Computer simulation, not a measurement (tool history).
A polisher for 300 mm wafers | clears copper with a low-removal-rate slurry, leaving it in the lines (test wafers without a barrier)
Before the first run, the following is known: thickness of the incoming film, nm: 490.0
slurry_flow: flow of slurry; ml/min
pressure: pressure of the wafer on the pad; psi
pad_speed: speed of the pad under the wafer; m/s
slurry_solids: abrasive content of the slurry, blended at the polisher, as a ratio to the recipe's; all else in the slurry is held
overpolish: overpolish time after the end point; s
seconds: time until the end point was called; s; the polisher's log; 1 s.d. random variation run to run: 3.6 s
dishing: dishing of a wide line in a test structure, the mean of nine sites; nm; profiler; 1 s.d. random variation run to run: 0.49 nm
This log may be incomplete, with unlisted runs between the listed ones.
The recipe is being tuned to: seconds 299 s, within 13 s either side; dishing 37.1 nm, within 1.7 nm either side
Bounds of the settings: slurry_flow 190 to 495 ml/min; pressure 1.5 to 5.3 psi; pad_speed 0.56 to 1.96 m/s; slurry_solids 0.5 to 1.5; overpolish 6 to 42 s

run	hour	slurry_flow	pressure	pad_speed	slurry_solids	overpolish	seconds	dishing
1	0	320	3.4	1.26	1	21	91.613	77.995
2	1.9	315	3	1.12	0.95	22	115.56	66.119
3	2.9	315	3	1.12	0.95	16	121.28	52.347
4	9.3	390	3	1.12	0.95	16	115.79	53.131
5	10.4	375	2.7	1.02	0.9	18	142.86	48.216
6	11.5	420	2.7	1.02	0.9	18	142.21	48.585
7	13.1	410	1.7	0.66	0.8	28	350.58	32.146
8	17.1	415	2.2	0.66	0.8	28	274.71	40.324
9	19.9	410	2.1	0.66	0.8	28	290.82	39.146

Of the 4 settings listed for the next run, only one would bring every result within its allowed miss of target. Which one?
A	22.7	460	2	0.68	1	26	?	?
B	22.7	345	1.9	0.76	0.9	28	?	?
C	22.7	475	2	0.66	0.75	32	?	?
D	22.7	275	1.9	0.66	1	28	?	?

move	seconds	dishing
A	268.91	37.62
B	267.01	40.124
C	302.31	40.568
D	300.45	36.366
A: meets the target for the result that was furthest off, but another lies outside its allowed miss
B: lands further from the targets than the last run did
C: lands further from the targets than the last run did
D: all results land within tolerance of their targets
The move that meets every target is D.
